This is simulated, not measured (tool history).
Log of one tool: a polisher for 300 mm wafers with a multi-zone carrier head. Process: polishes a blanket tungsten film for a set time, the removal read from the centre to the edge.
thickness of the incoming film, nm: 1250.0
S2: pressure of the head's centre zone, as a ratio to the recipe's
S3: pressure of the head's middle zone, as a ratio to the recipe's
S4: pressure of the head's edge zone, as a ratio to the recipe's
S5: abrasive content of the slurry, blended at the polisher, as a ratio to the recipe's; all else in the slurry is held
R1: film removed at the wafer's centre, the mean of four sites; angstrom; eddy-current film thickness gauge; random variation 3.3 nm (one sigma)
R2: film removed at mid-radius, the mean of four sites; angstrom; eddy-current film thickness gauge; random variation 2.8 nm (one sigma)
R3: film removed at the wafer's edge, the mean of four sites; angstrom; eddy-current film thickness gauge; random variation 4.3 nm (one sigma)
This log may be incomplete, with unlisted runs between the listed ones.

run 1 hour=0.0 | flow_of_slurry_(ml/min)=145 S2=1.00 S3=1.00 S4=1.00 S5=1.00 polishing_time_(s)=61 | R1=4645.0 R2=4461.3 R3=4502.5
run 2 hour=1.3 | flow_of_slurry_(ml/min)=145 S2=0.92 S3=1.00 S4=1.00 S5=1.00 polishing_time_(s)=61 | R1=4196.1 R2=4460.4 R3=4397.2
run 3 hour=5.1 | flow_of_slurry_(ml/min)=145 S2=0.92 S3=1.00 S4=1.09 S5=1.00 polishing_time_(s)=61 | R1=4213.8 R2=4423.3 R3=4681.3
run 4 hour=6.3 | flow_of_slurry_(ml/min)=145 S2=0.92 S3=1.00 S4=1.17 S5=1.00 polishing_time_(s)=61 | R1=4214.4 R2=4489.3 R3=4851.0
run 5 hour=10.9 | flow_of_slurry_(ml/min)=145 S2=0.90 S3=1.01 S4=1.17 S5=1.00 polishing_time_(s)=61 | R1=4173.3 R2=4474.7 R3=4837.2
run 6 hour=19.2 | flow_of_slurry_(ml/min)=140 S2=0.88 S3=1.03 S4=1.17 S5=1.00 polishing_time_(s)=61 | R1=4041.7 R2=4550.5 R3=4788.5
run 7 hour=26.5 | flow_of_slurry_(ml/min)=140 S2=0.88 S3=1.03 S4=1.17 S5=1.00 polishing_time_(s)=61 | R1=4018.8 R2=4555.5 R3=4842.5
run 8 hour=31.2 | flow_of_slurry_(ml/min)=140 S2=0.87 S3=1.04 S4=1.16 S5=1.00 polishing_time_(s)=61 | R1=3947.5 R2=4566.2 R3=4796.8
run 9 hour=33.4 | flow_of_slurry_(ml/min)=140 S2=0.86 S3=1.05 S4=1.16 S5=1.00 polishing_time_(s)=61 | R1=3916.2 R2=4640.2 R3=4864.5
run 10 hour=34.7 | flow_of_slurry_(ml/min)=140 S2=0.86 S3=1.05 S4=1.15 S5=1.00 polishing_time_(s)=61 | R1=3929.6 R2=4573.8 R3=4747.4
-- hour=40.6 worn pad replaced by a new one
run 11 hour=40.6 | flow_of_slurry_(ml/min)=135 S2=0.81 S3=1.08 S4=1.15 S5=1.00 polishing_time_(s)=61 | R1=4153.2 R2=5361.6 R3=5280.2

For run 12, what comes out?
run 12 hour=47.0 | flow_of_slurry_(ml/min)=130 S2=0.82 S3=1.08 S4=1.16 S5=0.95 polishing_time_(s)=61 | R1=? R2=? R3=?

Run 12 came out at R1 4093.0 angstrom, R2 5171.4 angstrom, R3 5271.6 angstrom.

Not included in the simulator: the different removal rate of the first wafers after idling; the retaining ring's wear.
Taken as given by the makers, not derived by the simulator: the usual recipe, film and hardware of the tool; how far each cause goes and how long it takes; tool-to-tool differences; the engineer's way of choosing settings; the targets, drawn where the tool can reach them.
